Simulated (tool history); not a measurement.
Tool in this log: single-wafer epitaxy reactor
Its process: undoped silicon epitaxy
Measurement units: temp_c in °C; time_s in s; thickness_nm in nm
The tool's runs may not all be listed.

run  hour  temp_c  time_s  thickness_nm
  1   0.0     635     542        69.862
  2   3.3     634     542        68.637
  3  11.4     628     542        61.084
  4  13.6     618     542        49.829
  5  14.7     622     542        54.167
  6  22.6     626     542        58.473
  7  28.1     628     542        60.974

The next listed run, before its measurement:
     36.7  -- pyrometer calibrated
  8  36.7     629     542             ?

{"run 8": {"thickness_nm": 56.213}}
